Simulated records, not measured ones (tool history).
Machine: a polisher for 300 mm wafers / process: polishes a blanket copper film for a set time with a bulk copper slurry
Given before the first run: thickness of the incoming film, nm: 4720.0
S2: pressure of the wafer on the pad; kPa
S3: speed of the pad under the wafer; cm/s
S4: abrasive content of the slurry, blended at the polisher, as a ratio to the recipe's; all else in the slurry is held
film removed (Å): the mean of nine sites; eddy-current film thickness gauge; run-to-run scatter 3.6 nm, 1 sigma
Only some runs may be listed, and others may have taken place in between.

Run 1, day 0: flow of slurry (ml/min) 195, S2 17.2 kPa, S3 128 cm/s, S4 1, polishing time (s) 102. Result: film removed (Å) 10451.
Run 2, day 0.167: flow of slurry (ml/min) 195, S2 17.2 kPa, S3 100 cm/s, S4 1, polishing time (s) 102. Result: film removed (Å) 8310.1.
Run 3, day 0.292: flow of slurry (ml/min) 165, S2 17.2 kPa, S3 100 cm/s, S4 1, polishing time (s) 102. Result: film removed (Å) 8108.6.
Run 4, day 0.471: flow of slurry (ml/min) 145, S2 17.2 kPa, S3 100 cm/s, S4 1, polishing time (s) 102. Result: film removed (Å) 7807.9.
Run 5, day 0.796: flow of slurry (ml/min) 190, S2 17.2 kPa, S3 100 cm/s, S4 1, polishing time (s) 102. Result: film removed (Å) 8382.1.
Run 6, day 0.996: flow of slurry (ml/min) 170, S2 14.5 kPa, S3 100 cm/s, S4 1, polishing time (s) 102. Result: film removed (Å) 6977.3.
Run 7, day 1.167: flow of slurry (ml/min) 160, S2 12.4 kPa, S3 100 cm/s, S4 1, polishing time (s) 102. Result: film removed (Å) 6122.1.
Run 8, day 1.346: flow of slurry (ml/min) 160, S2 12.4 kPa, S3 100 cm/s, S4 1, polishing time (s) 102. Result: film removed (Å) 6073.4.
Run 9, day 1.371: flow of slurry (ml/min) 150, S2 11 kPa, S3 100 cm/s, S4 1, polishing time (s) 102. Result: film removed (Å) 5560.1.
Run 10, day 1.579: flow of slurry (ml/min) 145, S2 10.3 kPa, S3 100 cm/s, S4 1, polishing time (s) 102. Result: film removed (Å) 5170.3.
Run 11, day 1.904: flow of slurry (ml/min) 135, S2 10.3 kPa, S3 100 cm/s, S4 1, polishing time (s) 102. Result: film removed (Å) 5060.9.
Run 12, day 2.1: flow of slurry (ml/min) 130, S2 10.3 kPa, S3 100 cm/s, S4 1, polishing time (s) 102. Result: film removed (Å) 5033.5.
Run 13, day 2.417: flow of slurry (ml/min) 125, S2 10.3 kPa, S3 100 cm/s, S4 1, polishing time (s) 102. Result: film removed (Å) 4950.9.

What will run 14 give?
Run 14, day 2.658: flow of slurry (ml/min) 120, S2 10.3 kPa, S3 100 cm/s, S4 1, polishing time (s) 102. Result: film removed (Å) ?.

{"run 14": {"film removed (Å)": 4928.4}}

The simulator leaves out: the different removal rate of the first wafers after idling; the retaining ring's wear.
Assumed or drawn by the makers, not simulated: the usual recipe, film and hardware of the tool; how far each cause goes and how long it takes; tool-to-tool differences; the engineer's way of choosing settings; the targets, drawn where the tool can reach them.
